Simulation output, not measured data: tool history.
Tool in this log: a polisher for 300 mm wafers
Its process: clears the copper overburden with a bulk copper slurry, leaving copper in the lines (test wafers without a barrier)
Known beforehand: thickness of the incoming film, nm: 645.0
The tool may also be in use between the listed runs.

run,day,flow of slurry (ml/min),pressure of the wafer on the pad (psi),speed of the pad under the wafer (cm/s),abrasive content of the slurry,overpolish time after the end point (s),time until the end point was called (s),dishing of a wide line in a test structure (angstrom)
1,0.000,305,2.0,112,1.00,12,89.551,617.45
2,0.283,305,2.0,112,1.00,17,89.149,821.76
3,0.512,305,1.6,112,1.00,17,111.390,657.75
4,0.671,305,1.6,112,1.00,18,110.170,698.12
5,0.800,305,1.6,134,1.00,18,100.190,746.17
6,1.025,305,1.6,134,0.85,18,104.200,721.34

Forecast run 7:
7,1.162,305,1.6,134,0.85,19,?,?

Run 7 came out at time until the end point was called (s) 103.910, dishing of a wide line in a test structure (angstrom) 773.03.
